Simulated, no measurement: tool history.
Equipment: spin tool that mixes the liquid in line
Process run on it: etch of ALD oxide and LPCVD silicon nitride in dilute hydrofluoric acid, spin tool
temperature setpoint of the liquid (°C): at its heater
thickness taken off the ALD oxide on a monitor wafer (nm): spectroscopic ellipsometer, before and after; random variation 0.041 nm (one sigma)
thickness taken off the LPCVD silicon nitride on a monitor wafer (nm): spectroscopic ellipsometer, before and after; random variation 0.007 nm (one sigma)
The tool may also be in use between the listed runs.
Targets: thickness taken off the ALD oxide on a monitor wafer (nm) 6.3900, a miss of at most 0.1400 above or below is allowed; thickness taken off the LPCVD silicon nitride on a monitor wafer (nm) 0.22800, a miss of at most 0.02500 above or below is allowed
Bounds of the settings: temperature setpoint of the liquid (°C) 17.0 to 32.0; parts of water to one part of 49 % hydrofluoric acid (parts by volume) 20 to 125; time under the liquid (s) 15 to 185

run  hour  temperature setpoint of the liquid (°C)  parts of water to one part of 49 % hydrofluoric acid (parts by volume)  time under the liquid (s)  thickness taken off the ALD oxide on a monitor wafer (nm)  thickness taken off the LPCVD silicon nitride on a monitor wafer (nm)
  1   0.0                                     24.0                                                                      70                         95                                                    16.7440                                                                0.72035
  2   7.7                                     22.0                                                                      80                         95                                                    13.3420                                                                0.56309
  3  10.5                                     20.5                                                                      90                         95                                                    10.9450                                                                0.43994
  4  18.5                                     22.0                                                                      90                         95                                                    11.6320                                                                0.49159
  5  27.6                                     20.5                                                                     100                         95                                                     9.8104                                                                0.37098
  6  32.3                                     22.5                                                                     100                         95                                                    10.6910                                                                0.44631
  7  33.6                                     21.0                                                                     105                         95                                                     9.4696                                                                0.39786
  8  39.8                                     20.0                                                                     110                         95                                                     8.5522                                                                0.32780
  9  45.2                                     18.5                                                                     125                         90                                                     6.6329                                                                0.27057
     51.3  -- thermometer replaced
 10  51.3                                     18.0                                                                     125                         90                                                     6.2137                                                                0.23813
 11  58.5                                     17.5                                                                     125                         90                                                     6.1126                                                                0.22328

Consider the 4 candidate settings below. Which is the only one whose results all fall within their allowed miss of target?
  A  65.7                                     17.5                                                                      95                         70                                                          ?                                                                      ?
  B  65.7                                     18.0                                                                     120                         85                                                          ?                                                                      ?
  C  65.7                                     17.5                                                                     120                         85                                                          ?                                                                      ?
  D  65.7                                     18.5                                                                     110                         75                                                          ?                                                                      ?

move  thickness taken off the ALD oxide on a monitor wafer (nm)  thickness taken off the LPCVD silicon nitride on a monitor wafer (nm)
   A                                                     6.4197                                                                0.21225
   B                                                     6.1386                                                                0.21272
   C                                                     6.0129                                                                0.20552
   D                                                     6.0958                                                                0.21136
A: every result lands within tolerance
B: closes in on the targets versus the last run, not all within tolerance yet
C: further off than the last run
D: further off than the last run
Move A is the one to make.
